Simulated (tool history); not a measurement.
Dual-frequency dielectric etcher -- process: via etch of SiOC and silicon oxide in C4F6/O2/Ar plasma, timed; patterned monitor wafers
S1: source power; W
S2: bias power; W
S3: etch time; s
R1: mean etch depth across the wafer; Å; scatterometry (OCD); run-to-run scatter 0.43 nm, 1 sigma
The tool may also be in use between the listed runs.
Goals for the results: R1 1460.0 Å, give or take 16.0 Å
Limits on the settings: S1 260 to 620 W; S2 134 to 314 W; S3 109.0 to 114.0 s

| run | hour | S1 | S2 | S3 | R1 |
|---|---|---|---|---|---|
| 1 | 0.0 | 440 | 224 | 109.0 | 1271.1 |
| 2 | 5.0 | 440 | 205 | 109.0 | 1230.8 |
| 3 | 12.4 | 440 | 205 | 114.0 | 1290.3 |
| 4 | 20.9 | 440 | 223 | 114.0 | 1326.0 |
| 5 | 23.3 | 440 | 223 | 109.0 | 1274.8 |
| 6 | 25.3 | 440 | 241 | 109.0 | 1304.0 |
| 7 | 30.1 | 460 | 242 | 109.0 | 1330.1 |
| 8 | 36.6 | 480 | 243 | 109.0 | 1360.6 |
| 9 | 41.6 | 480 | 243 | 109.0 | 1357.2 |
| 10 | 50.4 | 490 | 243 | 109.0 | 1377.1 |
| 11 | 51.6 | 500 | 243 | 109.0 | 1379.3 |
| 12 | 54.4 | 510 | 243 | 109.0 | 1393.7 |
| 13 | 55.7 | 520 | 243 | 109.0 | 1400.0 |
| 14 | 64.0 | 530 | 243 | 109.0 | 1418.8 |

5 candidate next runs follow, results not yet known. Just one meets every target within its allowed miss. Identify it.
| A | 72.3 | 510 | 259 | 111.5 | ? |
| B | 72.3 | 520 | 240 | 111.0 | ? |
| C | 72.3 | 480 | 245 | 113.5 | ? |
| D | 72.3 | 460 | 289 | 110.0 | ? |
| E | 72.3 | 510 | 239 | 109.0 | ? |

| move | R1 |
|---|---|
| A | 1451.7 |
| B | 1420.5 |
| C | 1414.0 |
| D | 1423.7 |
| E | 1381.7 |
A: in spec on every target
B: about the same distance from the targets as the last run
C: misses by more than the last run did
D: nearer than the last run, and not there yet
E: misses by more than the last run did
The move that meets every target is A.
